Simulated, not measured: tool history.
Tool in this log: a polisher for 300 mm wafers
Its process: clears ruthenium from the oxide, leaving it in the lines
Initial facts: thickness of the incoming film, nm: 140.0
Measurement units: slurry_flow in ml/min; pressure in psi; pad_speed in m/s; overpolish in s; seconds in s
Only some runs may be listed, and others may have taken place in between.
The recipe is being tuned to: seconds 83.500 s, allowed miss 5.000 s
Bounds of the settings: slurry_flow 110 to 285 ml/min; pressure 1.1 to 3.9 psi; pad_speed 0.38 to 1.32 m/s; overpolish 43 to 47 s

run,hour,slurry_flow,pressure,pad_speed,overpolish,seconds
1,0.0,180,2.5,0.84,43,115.490
2,5.1,180,2.6,0.84,43,112.200
3,10.6,180,2.7,0.84,43,111.630
4,16.9,180,2.8,0.84,43,111.420
5,19.5,180,2.8,0.64,43,140.620
6,27.2,180,2.8,0.64,43,139.340
7,35.2,180,3.0,0.66,43,133.700
8,38.5,180,3.1,0.70,43,114.950
9,41.6,180,3.2,0.70,43,118.700

Which of these 4 next moves meets every target?
A,44.7,185,3.9,1.12,43,?
B,44.7,180,3.1,1.00,43,?
C,44.7,230,3.9,1.10,47,?
D,44.7,255,3.3,0.46,43,?

move,seconds
A,63.451
B,84.083
C,62.861
D,162.830
A: pushes the last run's worst result past its target
B: each result inside its tolerance
C: pushes the last run's worst result past its target
D: further off than the last run
The right move is B.
